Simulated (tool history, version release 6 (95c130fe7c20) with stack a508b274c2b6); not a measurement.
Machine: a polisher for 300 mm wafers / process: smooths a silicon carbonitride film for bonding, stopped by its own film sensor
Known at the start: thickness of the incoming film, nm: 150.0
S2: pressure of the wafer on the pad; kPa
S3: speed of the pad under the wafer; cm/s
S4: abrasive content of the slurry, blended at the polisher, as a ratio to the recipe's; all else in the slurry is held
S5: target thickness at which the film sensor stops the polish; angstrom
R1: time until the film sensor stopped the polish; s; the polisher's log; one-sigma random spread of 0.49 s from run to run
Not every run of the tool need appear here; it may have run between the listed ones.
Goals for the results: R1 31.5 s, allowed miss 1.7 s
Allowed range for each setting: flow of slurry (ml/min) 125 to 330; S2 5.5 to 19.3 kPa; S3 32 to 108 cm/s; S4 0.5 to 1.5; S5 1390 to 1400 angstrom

Run 1, hour 0: flow of slurry (ml/min) 210, S2 12.4 kPa, S3 70 cm/s, S4 1, S5 1390 angstrom. Result: R1 76.503 s.
Run 2, hour 6.2: flow of slurry (ml/min) 210, S2 12.4 kPa, S3 70 cm/s, S4 0.85, S5 1390 angstrom. Result: R1 85.586 s.
Run 3, hour 8.1: flow of slurry (ml/min) 210, S2 12.4 kPa, S3 70 cm/s, S4 0.85, S5 1390 angstrom. Result: R1 84.358 s.
Run 4, hour 10: flow of slurry (ml/min) 210, S2 14.5 kPa, S3 80 cm/s, S4 0.9, S5 1390 angstrom. Result: R1 63.908 s.
At hour 17.4: slurry blender recalibrated.
Run 5, hour 17.4: flow of slurry (ml/min) 210, S2 13.1 kPa, S3 80 cm/s, S4 0.9, S5 1390 angstrom. Result: R1 59.119 s.
Run 6, hour 24.9: flow of slurry (ml/min) 210, S2 13.1 kPa, S3 86 cm/s, S4 0.9, S5 1390 angstrom. Result: R1 55.676 s.
Run 7, hour 33.7: flow of slurry (ml/min) 210, S2 14.5 kPa, S3 92 cm/s, S4 0.9, S5 1390 angstrom. Result: R1 47.819 s.
Run 8, hour 37.5: flow of slurry (ml/min) 210, S2 15.2 kPa, S3 96 cm/s, S4 0.9, S5 1390 angstrom. Result: R1 44.656 s.
Run 9, hour 43: flow of slurry (ml/min) 210, S2 15.9 kPa, S3 100 cm/s, S4 0.95, S5 1390 angstrom. Result: R1 40.491 s.
Run 10, hour 48.5: flow of slurry (ml/min) 210, S2 16.5 kPa, S3 102 cm/s, S4 1, S5 1390 angstrom. Result: R1 37.529 s.
Run 11, hour 51.6: flow of slurry (ml/min) 210, S2 17.2 kPa, S3 104 cm/s, S4 1, S5 1390 angstrom. Result: R1 34.274 s.
Run 12, hour 58.9: flow of slurry (ml/min) 210, S2 17.9 kPa, S3 104 cm/s, S4 1, S5 1390 angstrom. Result: R1 34.045 s.

Which one of the following 5 next-run settings gets every result inside its allowed miss? There is exactly one.
Run A, hour 66.2: flow of slurry (ml/min) 230, S2 17.9 kPa, S3 104 cm/s, S4 1.05, S5 1390 angstrom. Result: R1 ?.
Run B, hour 66.2: flow of slurry (ml/min) 155, S2 17.9 kPa, S3 92 cm/s, S4 1.15, S5 1390 angstrom. Result: R1 ?.
Run C, hour 66.2: flow of slurry (ml/min) 240, S2 19.3 kPa, S3 80 cm/s, S4 1.1, S5 1390 angstrom. Result: R1 ?.
Run D, hour 66.2: flow of slurry (ml/min) 170, S2 17.2 kPa, S3 102 cm/s, S4 0.85, S5 1400 angstrom. Result: R1 ?.
Run E, hour 66.2: flow of slurry (ml/min) 210, S2 17.2 kPa, S3 104 cm/s, S4 1, S5 1390 angstrom. Result: R1 ?.

move      R1
   A  32.902
   B  36.622
   C  36.635
   D  37.401
   E  35.532
A: meets every target
B: lands further from the targets than the last run did
C: lands further from the targets than the last run did
D: lands further from the targets than the last run did
E: lands further from the targets than the last run did
The move that meets every target is A.

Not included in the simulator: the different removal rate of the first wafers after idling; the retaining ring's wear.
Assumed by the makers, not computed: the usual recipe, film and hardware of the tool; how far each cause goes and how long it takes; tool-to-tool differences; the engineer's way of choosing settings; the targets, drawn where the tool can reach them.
